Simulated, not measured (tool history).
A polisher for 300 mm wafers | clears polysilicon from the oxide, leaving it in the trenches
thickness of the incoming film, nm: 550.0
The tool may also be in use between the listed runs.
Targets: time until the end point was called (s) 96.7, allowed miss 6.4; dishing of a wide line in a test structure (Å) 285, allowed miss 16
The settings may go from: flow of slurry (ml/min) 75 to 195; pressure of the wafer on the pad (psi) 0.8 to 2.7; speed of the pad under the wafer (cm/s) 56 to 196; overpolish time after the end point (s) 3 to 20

run	day	flow of slurry (ml/min)	pressure of the wafer on the pad (psi)	speed of the pad under the wafer (cm/s)	overpolish time after the end point (s)	time until the end point was called (s)	dishing of a wide line in a test structure (Å)
1	0	125	1.7	126	10	52.873	454.2
2	0.15	125	1.5	122	9	62.007	408.96
3	0.321	100	1.5	122	9	65.732	395.3
4	0.5	100	1.2	122	9	84.272	361.34
5	0.717	100	1.2	122	8	83.863	336.74
6	0.796	100	1.2	138	8	72.99	356.42
7	0.908	100	0.8	124	3	117.93	128.1
8	1.025	95	0.9	122	4	109.16	177.01
9	1.204	90	1	120	4	101.48	192.39
10	1.571	85	1	118	4	105.97	180.56
11	1.792	85	1	116	5	108.15	211.58
12	1.854	85	1	114	5	109.09	202.17
13	2.121	80	1.1	112	6	101.89	245.44

Which of these 4 next moves meets every target?
A	2.388	135	1	110	9	?	?
B	2.388	75	1.3	100	7	?	?
C	2.388	75	1.1	134	8	?	?
D	2.388	75	1.4	96	6	?	?

move	time until the end point was called (s)	dishing of a wide line in a test structure (Å)
A	97.319	320.31
B	96.367	277.52
C	85.206	322.99
D	93.326	256.31
A: takes the result that was furthest off past its target
B: meets every target
C: takes the result that was furthest off past its target
D: nearer than the last run, and not there yet
Answer: B
